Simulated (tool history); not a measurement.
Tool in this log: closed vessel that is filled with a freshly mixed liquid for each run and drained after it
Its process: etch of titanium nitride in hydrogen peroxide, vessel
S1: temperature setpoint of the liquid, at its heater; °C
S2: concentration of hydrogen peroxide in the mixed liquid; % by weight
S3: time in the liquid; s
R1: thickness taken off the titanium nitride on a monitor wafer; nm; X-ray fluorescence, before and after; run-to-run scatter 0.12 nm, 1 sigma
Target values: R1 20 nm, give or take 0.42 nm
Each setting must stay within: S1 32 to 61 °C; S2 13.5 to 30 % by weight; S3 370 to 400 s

run    day    S1    S2   S3      R1
  1      0    45  25.5  370  10.454
  2  0.062    45  25.5  400  11.408
  3  0.392    45  25.5  370  10.427
  4  0.683  41.5  25.5  370  8.0658
  5  1.017    43  25.5  370  8.9425
  6  1.362    43    20  370  8.4991
  7    1.7  44.5    20  370  9.4944
  8  1.938  45.5    20  370  10.335
  9  2.146  46.5    20  370  10.991

Which single option among these 4 for the next run brings every result within its allowed miss of target? Just one does.
  A  2.354  57.5    22  400   ?
  B  2.354    49    22  370   ?
  C  2.354  53.5  20.5  400   ?
  D  2.354  56.5  26.5  400   ?

move      R1
   A  26.701
   B  13.529
   C  19.889
   D  25.945
A: takes the biggest miss from the last run beyond its target
B: closer than the last run, but not yet in spec
C: all results in spec
D: takes the biggest miss from the last run beyond its target
Move C is the one to make.
